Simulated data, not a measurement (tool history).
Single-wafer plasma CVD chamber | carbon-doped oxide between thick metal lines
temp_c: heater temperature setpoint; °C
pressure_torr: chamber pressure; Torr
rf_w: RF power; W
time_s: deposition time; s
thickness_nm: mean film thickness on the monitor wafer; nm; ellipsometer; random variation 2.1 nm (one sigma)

run,hour,temp_c,pressure_torr,rf_w,time_s,thickness_nm
1,0.0,340,5.81,545,124,770.62
2,5.5,340,5.81,500,124,725.57
3,7.7,341,5.66,495,124,713.57
4,11.3,335,5.66,495,124,726.03
5,12.4,335,5.66,465,124,702.10
6,21.4,336,5.49,460,124,688.77
7,30.1,337,5.35,460,124,679.48
8,38.2,339,5.27,460,124,675.39
9,44.7,340,5.18,460,124,670.48
10,45.4,352,4.11,440,124,590.73
11,47.4,351,4.14,440,124,590.70
12,53.4,342,4.91,460,124,654.85
13,56.0,343,4.87,460,124,654.92
14,59.2,344,4.83,460,124,650.07
15,62.3,345,4.80,460,124,647.90

The next listed run, before its measurement:
16,65.4,346,4.77,460,124,?

{"run 16": {"thickness_nm": 641.58}}

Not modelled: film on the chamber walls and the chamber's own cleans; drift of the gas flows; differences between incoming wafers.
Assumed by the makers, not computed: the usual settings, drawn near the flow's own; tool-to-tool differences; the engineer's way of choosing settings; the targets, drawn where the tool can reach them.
